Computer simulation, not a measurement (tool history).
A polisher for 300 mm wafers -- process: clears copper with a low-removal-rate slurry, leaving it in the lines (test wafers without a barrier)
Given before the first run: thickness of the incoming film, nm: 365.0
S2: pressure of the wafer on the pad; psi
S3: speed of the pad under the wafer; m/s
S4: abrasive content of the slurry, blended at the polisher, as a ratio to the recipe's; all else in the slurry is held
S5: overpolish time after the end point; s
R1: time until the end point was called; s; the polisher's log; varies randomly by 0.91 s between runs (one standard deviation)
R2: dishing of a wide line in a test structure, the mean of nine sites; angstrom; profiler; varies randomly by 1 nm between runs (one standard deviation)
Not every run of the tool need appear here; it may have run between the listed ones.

run 1 hour=0.0 | flow_of_slurry_(ml/min)=280 S2=2.2 S3=1.40 S4=1.0 S5=19 | R1=109.120 R2=427.08
run 2 hour=8.4 | flow_of_slurry_(ml/min)=280 S2=2.4 S3=1.40 S4=1.0 S5=17 | R1=98.452 R2=433.11
run 3 hour=10.4 | flow_of_slurry_(ml/min)=310 S2=2.4 S3=1.40 S4=1.0 S5=17 | R1=96.585 R2=420.57
run 4 hour=17.7 | flow_of_slurry_(ml/min)=310 S2=2.4 S3=1.18 S4=1.0 S5=17 | R1=111.510 R2=381.73
run 5 hour=23.4 | flow_of_slurry_(ml/min)=310 S2=2.4 S3=1.18 S4=0.9 S5=17 | R1=116.480 R2=379.42
run 6 hour=25.2 | flow_of_slurry_(ml/min)=240 S2=2.4 S3=1.18 S4=0.9 S5=17 | R1=117.920 R2=370.90
run 7 hour=30.8 | flow_of_slurry_(ml/min)=240 S2=2.6 S3=1.18 S4=0.9 S5=16 | R1=110.590 R2=368.02
run 8 hour=32.9 | flow_of_slurry_(ml/min)=245 S2=2.8 S3=1.18 S4=0.9 S5=15 | R1=98.572 R2=384.19
run 9 hour=41.4 | flow_of_slurry_(ml/min)=250 S2=2.9 S3=1.18 S4=0.9 S5=14 | R1=97.514 R2=371.49

Run 10, settings as shown, results not yet in. Your forecast:
run 10 hour=45.5 | flow_of_slurry_(ml/min)=250 S2=3.1 S3=1.18 S4=0.9 S5=14 | R1=? R2=?

For run 10 the tool returned R1 90.959 s, R2 381.90 angstrom.
